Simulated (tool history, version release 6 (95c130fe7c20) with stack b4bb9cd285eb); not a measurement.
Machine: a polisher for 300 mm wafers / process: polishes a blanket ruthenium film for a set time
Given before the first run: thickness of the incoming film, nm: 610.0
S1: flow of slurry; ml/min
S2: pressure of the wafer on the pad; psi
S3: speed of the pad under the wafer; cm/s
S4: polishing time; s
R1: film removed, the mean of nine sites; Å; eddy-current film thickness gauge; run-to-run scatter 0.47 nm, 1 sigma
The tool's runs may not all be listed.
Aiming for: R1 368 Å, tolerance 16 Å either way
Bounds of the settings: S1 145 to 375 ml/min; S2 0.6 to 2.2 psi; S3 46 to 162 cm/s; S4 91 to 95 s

run	hour	S1	S2	S3	S4	R1
1	0	240	1.4	104	91	729.51
2	3.3	240	1.4	104	95	749.69
3	12.3	240	1.3	102	95	707.01
4	15.9	240	1.2	98	95	657.65
5	21.7	240	1.1	94	95	596.84
6	28	240	1.1	94	91	579.63
7	36.8	240	1.1	94	91	590.5
8	41.9	240	1	90	91	529.97
9	48.1	240	0.9	88	91	497.92
10	51	240	0.9	86	91	478.98
11	53.5	240	0.9	84	91	470.6
12	60.6	240	0.9	82	91	465.8
# hour 66.9: slurry nozzle cleaned
13	66.9	240	0.9	80	91	473.37
14	68.6	240	0.9	78	91	450.8
15	71.9	240	0.7	74	91	384.59

Exactly one of the 5 candidate moves below puts every result within its allowed miss. Which one?
A	75.2	230	0.7	80	93	?
B	75.2	305	0.6	78	95	?
C	75.2	215	0.7	74	95	?
D	75.2	215	1	66	91	?
E	75.2	255	0.8	64	92	?

move	R1
A	430.77
B	414
C	408.63
D	420.09
E	376.88
A: moves away from the targets compared with the last run
B: moves away from the targets compared with the last run
C: moves away from the targets compared with the last run
D: moves away from the targets compared with the last run
E: hits every target within its allowed miss
Move E is the one to make.

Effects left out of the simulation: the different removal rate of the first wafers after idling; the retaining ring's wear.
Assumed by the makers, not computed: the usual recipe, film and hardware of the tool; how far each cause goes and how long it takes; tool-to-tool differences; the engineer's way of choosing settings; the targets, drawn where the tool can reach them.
